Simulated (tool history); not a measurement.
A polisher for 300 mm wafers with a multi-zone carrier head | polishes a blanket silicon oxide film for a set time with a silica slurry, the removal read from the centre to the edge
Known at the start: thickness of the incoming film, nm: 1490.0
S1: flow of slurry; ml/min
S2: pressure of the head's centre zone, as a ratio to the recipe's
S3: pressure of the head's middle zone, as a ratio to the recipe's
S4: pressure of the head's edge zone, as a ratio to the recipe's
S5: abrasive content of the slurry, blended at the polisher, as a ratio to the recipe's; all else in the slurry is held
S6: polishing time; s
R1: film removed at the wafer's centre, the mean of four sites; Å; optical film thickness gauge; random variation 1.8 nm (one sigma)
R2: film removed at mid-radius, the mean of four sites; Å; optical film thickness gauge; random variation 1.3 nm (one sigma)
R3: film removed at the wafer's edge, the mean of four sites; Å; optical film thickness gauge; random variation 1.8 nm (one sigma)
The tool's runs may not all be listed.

run 1 hour=0.0 | S1=225 S2=1.00 S3=1.00 S4=1.00 S5=1.00 S6=67 | R1=2217.2 R2=2181.5 R3=2155.8
run 2 hour=4.5 | S1=225 S2=1.00 S3=1.00 S4=1.00 S5=1.00 S6=58 | R1=1990.0 R2=1884.0 R3=1885.8
run 3 hour=10.4 | S1=225 S2=1.00 S3=1.00 S4=1.00 S5=0.85 S6=58 | R1=1783.0 R2=1756.4 R3=1706.8
run 4 hour=15.2 | S1=220 S2=1.00 S3=1.00 S4=0.98 S5=0.85 S6=58 | R1=1790.2 R2=1724.0 R3=1678.3
run 5 hour=19.1 | S1=270 S2=1.00 S3=1.00 S4=0.98 S5=0.85 S6=58 | R1=1840.3 R2=1774.7 R3=1747.6
run 6 hour=24.0 | S1=255 S2=0.99 S3=1.00 S4=0.96 S5=0.85 S6=58 | R1=1835.9 R2=1775.9 R3=1725.6
-- hour=29.4 worn pad replaced by a new one
run 7 hour=29.4 | S1=240 S2=0.98 S3=1.00 S4=0.95 S5=0.85 S6=58 | R1=1940.2 R2=1932.9 R3=1836.9
run 8 hour=36.8 | S1=235 S2=0.99 S3=1.02 S4=0.97 S5=0.85 S6=58 | R1=1958.7 R2=1962.6 R3=1887.0
run 9 hour=38.3 | S1=225 S2=0.90 S3=0.92 S4=0.87 S5=0.65 S6=58 | R1=1519.5 R2=1534.4 R3=1515.1

Forecast run 10:
run 10 hour=43.0 | S1=235 S2=0.91 S3=0.93 S4=0.86 S5=0.65 S6=58 | R1=? R2=? R3=?

Run 10 gave R1 1553.0 Å, R2 1541.8 Å, R3 1550.1 Å.
